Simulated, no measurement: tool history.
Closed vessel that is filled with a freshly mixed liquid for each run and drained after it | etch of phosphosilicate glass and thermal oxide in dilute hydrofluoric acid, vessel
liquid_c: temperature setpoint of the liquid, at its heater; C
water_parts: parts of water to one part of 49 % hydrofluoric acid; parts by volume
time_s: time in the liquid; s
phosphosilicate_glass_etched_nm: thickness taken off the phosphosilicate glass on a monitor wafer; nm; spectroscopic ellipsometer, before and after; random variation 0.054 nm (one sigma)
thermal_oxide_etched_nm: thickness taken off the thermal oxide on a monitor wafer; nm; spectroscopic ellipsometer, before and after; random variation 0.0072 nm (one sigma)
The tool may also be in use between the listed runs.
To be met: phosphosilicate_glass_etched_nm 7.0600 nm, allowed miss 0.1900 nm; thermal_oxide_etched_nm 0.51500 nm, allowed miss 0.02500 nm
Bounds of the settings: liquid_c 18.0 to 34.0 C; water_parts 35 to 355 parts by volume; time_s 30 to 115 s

| run | hour | liquid_c | water_parts | time_s | phosphosilicate_glass_etched_nm | thermal_oxide_etched_nm |
|---|---|---|---|---|---|---|
| 1 | 0.0 | 26.0 | 195 | 60 | 18.6230 | 1.37240 |
| 2 | 7.7 | 26.0 | 130 | 60 | 30.5560 | 2.17700 |
| 3 | 14.6 | 26.0 | 130 | 45 | 22.7920 | 1.67160 |
| 4 | 16.8 | 24.0 | 130 | 45 | 20.9630 | 1.52380 |
| 5 | 20.0 | 23.0 | 145 | 45 | 17.9680 | 1.25700 |
| 6 | 26.6 | 23.0 | 160 | 45 | 15.8580 | 1.17120 |
| 7 | 34.7 | 19.0 | 240 | 35 | 6.5261 | 0.47454 |
| 8 | 41.5 | 20.0 | 240 | 35 | 6.7117 | 0.49856 |

5 next moves are on the table. One of them brings every result within its allowed miss. Which?
| A | 48.3 | 21.5 | 225 | 30 | ? | ? |
| B | 48.3 | 23.0 | 245 | 30 | ? | ? |
| C | 48.3 | 19.5 | 230 | 35 | ? | ? |
| D | 48.3 | 20.5 | 245 | 35 | ? | ? |
| E | 48.3 | 18.0 | 230 | 35 | ? | ? |

| move | phosphosilicate_glass_etched_nm | thermal_oxide_etched_nm |
|---|---|---|
| A | 6.7224 | 0.47177 |
| B | 6.3960 | 0.44887 |
| C | 7.0795 | 0.49684 |
| D | 6.8049 | 0.47757 |
| E | 6.6824 | 0.46896 |
A: as far off as the last run
B: further off than the last run
C: meets every target
D: nearer than the last run, and not there yet
E: further off than the last run
Answer: C

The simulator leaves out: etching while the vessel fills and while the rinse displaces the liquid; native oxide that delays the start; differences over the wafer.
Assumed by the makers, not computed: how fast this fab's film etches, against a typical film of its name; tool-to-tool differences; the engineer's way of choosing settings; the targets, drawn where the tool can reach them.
